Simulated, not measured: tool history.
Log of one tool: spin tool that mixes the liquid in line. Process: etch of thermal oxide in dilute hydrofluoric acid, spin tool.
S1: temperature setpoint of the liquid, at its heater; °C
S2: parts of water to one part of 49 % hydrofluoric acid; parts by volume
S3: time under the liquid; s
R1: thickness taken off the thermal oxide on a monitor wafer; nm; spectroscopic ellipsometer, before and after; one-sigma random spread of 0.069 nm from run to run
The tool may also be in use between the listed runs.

Run 1, day 0: S1 20 °C, S2 85 parts by volume, S3 205 s. Result: R1 10.68 nm.
Run 2, day 0.175: S1 19 °C, S2 90 parts by volume, S3 205 s. Result: R1 9.5479 nm.
Run 3, day 0.304: S1 17.5 °C, S2 90 parts by volume, S3 205 s. Result: R1 9.0971 nm.
Run 4, day 0.654: S1 17.5 °C, S2 75 parts by volume, S3 205 s. Result: R1 10.768 nm.
Run 5, day 1.008: S1 17.5 °C, S2 75 parts by volume, S3 205 s. Result: R1 11.147 nm.
Run 6, day 1.379: S1 17.5 °C, S2 85 parts by volume, S3 205 s. Result: R1 9.7208 nm.
Run 7, day 1.475: S1 17.5 °C, S2 90 parts by volume, S3 205 s. Result: R1 9.051 nm.

Predict the results of run 8:
Run 8, day 1.642: S1 17.5 °C, S2 95 parts by volume, S3 205 s. Result: R1 ?.

{"run 8": {"R1": 8.6643}}

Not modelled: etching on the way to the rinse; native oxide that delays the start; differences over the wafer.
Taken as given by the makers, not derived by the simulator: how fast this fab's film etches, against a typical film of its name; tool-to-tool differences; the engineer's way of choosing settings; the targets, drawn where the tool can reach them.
